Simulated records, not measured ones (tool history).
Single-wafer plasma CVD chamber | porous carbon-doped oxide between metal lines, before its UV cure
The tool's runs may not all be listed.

run  hour  heater temperature setpoint (°C)  RF power (kW)  deposition time (s)  mean film thickness on the monitor wafer (Å)
  1   0.0                               290          0.630                 31.2                                        1958.7
  2   1.9                               293          0.630                 31.2                                        1916.5
  3   9.8                               293          0.630                 32.2                                        1987.2
  4  18.3                               300          0.630                 32.2                                        1898.0
  5  20.2                               310          0.630                 32.2                                        1798.8
  6  23.3                               310          0.630                 32.2                                        1797.4
     29.0  -- RF generator calibrated
  7  29.0                               310          0.625                 32.2                                        1834.0

Run 8 comes next. What will it give?
  8  36.5                               310          0.615                 32.2                                             ?

{"run 8": {"mean film thickness on the monitor wafer (Å)": 1826.3}}
